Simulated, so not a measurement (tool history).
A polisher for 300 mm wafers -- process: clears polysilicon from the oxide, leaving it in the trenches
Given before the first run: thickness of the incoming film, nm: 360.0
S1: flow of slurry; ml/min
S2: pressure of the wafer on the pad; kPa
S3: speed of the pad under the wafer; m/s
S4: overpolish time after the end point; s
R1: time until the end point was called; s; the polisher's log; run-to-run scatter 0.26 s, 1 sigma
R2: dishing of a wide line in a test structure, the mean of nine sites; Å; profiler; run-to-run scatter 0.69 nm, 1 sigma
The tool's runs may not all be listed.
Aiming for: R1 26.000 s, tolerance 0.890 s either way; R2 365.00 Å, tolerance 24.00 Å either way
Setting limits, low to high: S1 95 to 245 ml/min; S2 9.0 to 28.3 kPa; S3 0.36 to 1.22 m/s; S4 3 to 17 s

run    day   S1    S2    S3  S4      R1      R2
  1  0.000  155  18.6  0.78   9  37.284  323.82
  2  0.254  155  21.4  0.78   9  33.792  349.03
  3  0.467  160  22.8  0.78   8  32.094  325.78
  4  0.542  160  22.8  0.78   5  32.502  278.61
  5  0.854  120  22.8  0.78   5  33.300  282.98
  6  0.958  120  24.1  0.78   6  32.336  300.58
  7  1.108  130  24.8  0.78   7  30.929  317.26
  8  1.354  135  25.5  0.78   7  30.000  340.31
  9  1.550  140  26.2  0.78   7  29.402  329.67
 10  1.608  145  26.9  0.78   7  28.484  336.12
 11  1.817  150  26.9  0.78   7  28.835  327.71
 12  2.021  150  26.9  0.80   7  27.944  335.95

4 candidate next runs follow, results not yet known. Just one meets every target within its allowed miss. Identify it.
  A  2.225  150  26.9  0.72   7   ?   ?
  B  2.225  145  28.3  0.82  10   ?   ?
  C  2.225  175  22.8  0.88   6   ?   ?
  D  2.225  155  26.2  0.78   9   ?   ?

move      R1      R2
   A  30.810  323.38
   B  26.253  357.48
   C  28.182  317.02
   D  28.953  347.60
A: lands further from the targets than the last run did
B: every result lands within tolerance
C: lands further from the targets than the last run did
D: lands further from the targets than the last run did
Answer: B

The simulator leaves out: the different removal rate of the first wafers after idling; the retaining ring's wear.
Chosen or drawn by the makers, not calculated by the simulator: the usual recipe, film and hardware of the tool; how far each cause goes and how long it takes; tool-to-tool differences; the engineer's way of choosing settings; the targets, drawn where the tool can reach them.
